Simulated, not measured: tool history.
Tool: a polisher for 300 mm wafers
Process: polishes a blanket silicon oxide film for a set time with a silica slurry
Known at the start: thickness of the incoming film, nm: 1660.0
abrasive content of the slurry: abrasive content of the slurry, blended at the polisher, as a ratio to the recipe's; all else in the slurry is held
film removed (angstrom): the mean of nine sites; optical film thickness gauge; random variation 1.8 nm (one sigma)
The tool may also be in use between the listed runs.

run	day	flow of slurry (ml/min)	pressure of the wafer on the pad (psi)	speed of the pad under the wafer (m/s)	abrasive content of the slurry	polishing time (s)	film removed (angstrom)
1	0	305	4.9	1.24	1	40	1711
2	0.212	265	4.9	1.24	1	40	1684.9
3	0.362	265	4.8	1.24	1	40	1656.9
4	0.567	295	4.8	1.24	1	40	1668.6
# day 0.758: slurry blender recalibrated
5	0.758	295	4.7	1.24	1	40	1759.4
6	1.121	295	4.7	1.4	1	40	1963.3
7	1.288	290	4.5	1.4	1	40	1885.9

Forecast run 8:
8	1.396	285	4.3	1.4	1	40	?

film removed (angstrom): 1817.7
